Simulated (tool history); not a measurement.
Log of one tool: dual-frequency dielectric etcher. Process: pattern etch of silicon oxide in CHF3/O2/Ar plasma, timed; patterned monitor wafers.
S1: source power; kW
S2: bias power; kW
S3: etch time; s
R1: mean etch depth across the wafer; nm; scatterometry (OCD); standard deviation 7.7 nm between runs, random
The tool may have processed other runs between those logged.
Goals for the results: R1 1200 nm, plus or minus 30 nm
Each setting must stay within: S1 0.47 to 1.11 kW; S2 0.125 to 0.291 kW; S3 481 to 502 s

Run 1, hour 0: S1 0.79 kW, S2 0.208 kW, S3 481 s. Result: R1 985.83 nm.
Run 2, hour 4.4: S1 0.83 kW, S2 0.215 kW, S3 482.5 s. Result: R1 1030 nm.
Run 3, hour 6.3: S1 0.83 kW, S2 0.215 kW, S3 502 s. Result: R1 1056.1 nm.
Run 4, hour 12: S1 0.87 kW, S2 0.22 kW, S3 502 s. Result: R1 1084.9 nm.
Run 5, hour 13.7: S1 0.96 kW, S2 0.22 kW, S3 502 s. Result: R1 1127.8 nm.
Run 6, hour 18.9: S1 0.9 kW, S2 0.22 kW, S3 502 s. Result: R1 1097.8 nm.
Run 7, hour 25.9: S1 0.93 kW, S2 0.224 kW, S3 502 s. Result: R1 1133.5 nm.
Run 8, hour 29.2: S1 0.95 kW, S2 0.225 kW, S3 502 s. Result: R1 1130 nm.
Run 9, hour 34: S1 0.97 kW, S2 0.228 kW, S3 502 s. Result: R1 1159.1 nm.
Run 10, hour 37.4: S1 0.98 kW, S2 0.229 kW, S3 502 s. Result: R1 1162.1 nm.
Run 11, hour 41.7: S1 0.99 kW, S2 0.23 kW, S3 502 s. Result: R1 1149.6 nm.

Next run, 4 choices. One meets every target within its allowed miss, the rest don't. Which?
Run A, hour 46: S1 1.1 kW, S2 0.26 kW, S3 481 s. Result: R1 ?.
Run B, hour 46: S1 0.98 kW, S2 0.231 kW, S3 489.5 s. Result: R1 ?.
Run C, hour 46: S1 0.97 kW, S2 0.24 kW, S3 481.5 s. Result: R1 ?.
Run D, hour 46: S1 0.93 kW, S2 0.238 kW, S3 486.5 s. Result: R1 ?.

move      R1
   A  1212.2
   B  1130.4
   C  1124.3
   D  1115.2
A: hits every target within its allowed miss
B: misses by more than the last run did
C: misses by more than the last run did
D: misses by more than the last run did
Answer: A

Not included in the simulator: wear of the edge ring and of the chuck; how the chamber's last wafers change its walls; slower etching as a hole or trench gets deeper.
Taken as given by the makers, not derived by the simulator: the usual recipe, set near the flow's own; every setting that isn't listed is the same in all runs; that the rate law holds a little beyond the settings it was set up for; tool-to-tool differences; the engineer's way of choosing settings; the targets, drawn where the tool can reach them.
